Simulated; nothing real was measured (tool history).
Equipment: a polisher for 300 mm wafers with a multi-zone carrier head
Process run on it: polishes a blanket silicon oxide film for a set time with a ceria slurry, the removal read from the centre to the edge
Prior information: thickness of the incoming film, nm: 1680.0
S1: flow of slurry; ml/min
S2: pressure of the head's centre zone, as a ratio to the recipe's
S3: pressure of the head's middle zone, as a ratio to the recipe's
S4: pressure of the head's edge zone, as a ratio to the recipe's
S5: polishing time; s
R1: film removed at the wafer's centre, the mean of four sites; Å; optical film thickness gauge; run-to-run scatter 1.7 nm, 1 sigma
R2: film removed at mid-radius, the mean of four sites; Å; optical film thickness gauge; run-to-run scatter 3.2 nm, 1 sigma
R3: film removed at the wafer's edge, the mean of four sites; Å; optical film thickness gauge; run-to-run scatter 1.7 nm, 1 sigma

run  hour   S1    S2    S3    S4  S5      R1      R2      R3
  1   0.0  270  1.00  1.00  1.00  82  4309.5  4216.2  4226.7
  2   6.7  270  1.00  0.92  1.00  82  4292.8  3963.4  4252.9
  3   9.2  260  0.96  0.95  0.96  74  3683.0  3753.9  3757.3
  4  12.2  260  0.96  0.95  1.03  74  3627.8  3741.6  3895.7
  5  13.9  260  0.96  0.99  1.03  74  3703.9  3808.0  3842.5
  6  18.8  250  0.94  0.99  1.00  67  3235.7  3445.5  3471.9
  7  21.4  245  0.92  1.01  0.96  63  3011.5  3291.5  3134.9
  8  28.4  235  0.89  1.00  0.93  61  2756.9  3126.5  3010.9

For run 9, what comes out?
  9  35.5  225  0.88  1.01  0.90  60   ?   ?   ?

R1: 2673.6 Å
R2: 3092.8 Å
R3: 2924.2 Å
